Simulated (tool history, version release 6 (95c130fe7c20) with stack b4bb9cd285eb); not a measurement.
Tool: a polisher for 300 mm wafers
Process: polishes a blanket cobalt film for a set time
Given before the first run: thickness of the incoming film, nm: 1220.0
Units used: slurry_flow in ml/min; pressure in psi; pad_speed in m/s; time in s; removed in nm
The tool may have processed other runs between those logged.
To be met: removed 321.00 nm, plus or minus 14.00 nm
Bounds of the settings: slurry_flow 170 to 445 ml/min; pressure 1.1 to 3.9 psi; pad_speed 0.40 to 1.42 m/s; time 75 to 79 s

run  hour  slurry_flow  pressure  pad_speed  time  removed
  1   0.0          285       2.5       0.90    75   425.00
  2   8.6          285       2.5       0.90    79   444.46
  3  10.9          285       2.3       0.90    79   410.98
  4  18.5          240       2.3       0.90    79   402.72
  5  22.6          240       2.3       0.98    79   436.68
  6  24.3          240       2.2       0.98    79   423.61
  7  29.9          240       2.1       0.98    79   411.38
  8  35.7          240       2.1       0.98    79   406.18
     42.1  -- worn pad replaced by a new one
  9  42.1          240       2.0       0.98    79   438.62

Which single option among these 5 for the next run brings every result within its allowed miss of target? Just one does.
  A  48.5          205       2.4       0.82    75        ?
  B  48.5          205       2.7       0.60    75        ?
  C  48.5          185       1.9       0.96    75        ?
  D  48.5          285       2.2       1.32    79        ?
  E  48.5          230       1.5       0.88    75        ?

move  removed
   A   392.99
   B   322.25
   C   369.74
   D   637.00
   E   290.05
A: nearer the targets than the last run, but a result is still out of spec
B: all results in spec
C: nearer the targets than the last run, but a result is still out of spec
D: its largest miss is bigger than the last run's
E: takes the biggest miss from the last run beyond its target
B meets every target.
